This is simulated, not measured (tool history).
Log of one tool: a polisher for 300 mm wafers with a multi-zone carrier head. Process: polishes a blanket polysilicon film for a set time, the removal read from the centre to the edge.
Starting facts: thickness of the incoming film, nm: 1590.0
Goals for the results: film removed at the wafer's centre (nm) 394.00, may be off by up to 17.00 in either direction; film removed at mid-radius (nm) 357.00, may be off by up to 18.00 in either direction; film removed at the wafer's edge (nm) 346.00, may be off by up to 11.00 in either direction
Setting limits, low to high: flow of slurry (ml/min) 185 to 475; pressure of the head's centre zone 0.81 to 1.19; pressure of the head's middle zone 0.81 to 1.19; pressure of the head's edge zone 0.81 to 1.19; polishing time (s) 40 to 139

run,hour,flow of slurry (ml/min),pressure of the head's centre zone,pressure of the head's middle zone,pressure of the head's edge zone,polishing time (s),film removed at the wafer's centre (nm),film removed at mid-radius (nm),film removed at the wafer's edge (nm)
1,0.0,305,1.00,1.00,1.00,89,421.48,415.18,420.16
2,3.1,305,1.02,0.99,0.96,86,414.86,398.25,397.49
3,5.2,305,1.03,0.98,0.93,84,409.42,379.04,388.30
4,10.9,370,1.03,0.98,0.93,84,410.11,386.60,384.66
5,12.8,370,1.08,0.98,0.93,84,430.31,380.67,382.50
6,19.5,370,1.08,1.03,0.93,84,419.39,412.92,389.21
7,23.5,370,1.08,1.02,0.91,82,422.02,401.68,378.78
8,30.5,370,1.08,1.01,0.90,80,402.32,380.05,361.29
9,37.1,370,1.08,1.00,0.89,80,405.48,380.14,364.25

Exercise: of the 5 proposed moves below, exactly one satisfies all targets within the stated allowed misses. Which move is it?
A,43.7,385,1.19,0.93,0.83,79,?,?,?
B,43.7,315,0.98,1.03,0.93,84,?,?,?
C,43.7,240,1.15,0.97,0.87,80,?,?,?
D,43.7,360,1.03,1.04,0.81,83,?,?,?
E,43.7,390,0.99,1.10,0.91,80,?,?,?

move,film removed at the wafer's centre (nm),film removed at mid-radius (nm),film removed at the wafer's edge (nm)
A,427.64,345.92,350.69
B,393.22,393.78,386.61
C,400.24,344.83,348.59
D,406.58,397.28,362.41
E,385.16,404.38,369.65
A: the worst result of the last run now meets its target, but another is out of spec
B: further off than the last run
C: every result lands within tolerance
D: further off than the last run
E: further off than the last run
Go with C: it meets all targets.
